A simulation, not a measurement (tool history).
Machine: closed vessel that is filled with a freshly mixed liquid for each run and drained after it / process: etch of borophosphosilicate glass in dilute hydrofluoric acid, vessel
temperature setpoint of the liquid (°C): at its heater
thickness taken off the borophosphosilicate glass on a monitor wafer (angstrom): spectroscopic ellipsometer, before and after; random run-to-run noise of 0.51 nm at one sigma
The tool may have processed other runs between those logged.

run  hour  temperature setpoint of the liquid (°C)  parts of water to one part of 49 % hydrofluoric acid (parts by volume)  time in the liquid (s)  thickness taken off the borophosphosilicate glass on a monitor wafer (angstrom)
  1   0.0                                     24.0                                                                     115                     340                                                                           846.45
  2   2.0                                     24.0                                                                     115                     340                                                                           848.73
  3   9.3                                     23.5                                                                     115                     340                                                                           821.88
  4  16.5                                     23.5                                                                     150                     340                                                                           621.17
  5  19.3                                     22.0                                                                     150                     340                                                                           579.55
  6  23.5                                     22.0                                                                     150                     365                                                                           628.69
  7  24.3                                     23.5                                                                     150                     365                                                                           659.64

Run 8 has not been measured yet. What should we expect?
  8  32.9                                     25.0                                                                     150                     365                                                                                ?

{"run 8": {"thickness taken off the borophosphosilicate glass on a monitor wafer (angstrom)": 697.24}}

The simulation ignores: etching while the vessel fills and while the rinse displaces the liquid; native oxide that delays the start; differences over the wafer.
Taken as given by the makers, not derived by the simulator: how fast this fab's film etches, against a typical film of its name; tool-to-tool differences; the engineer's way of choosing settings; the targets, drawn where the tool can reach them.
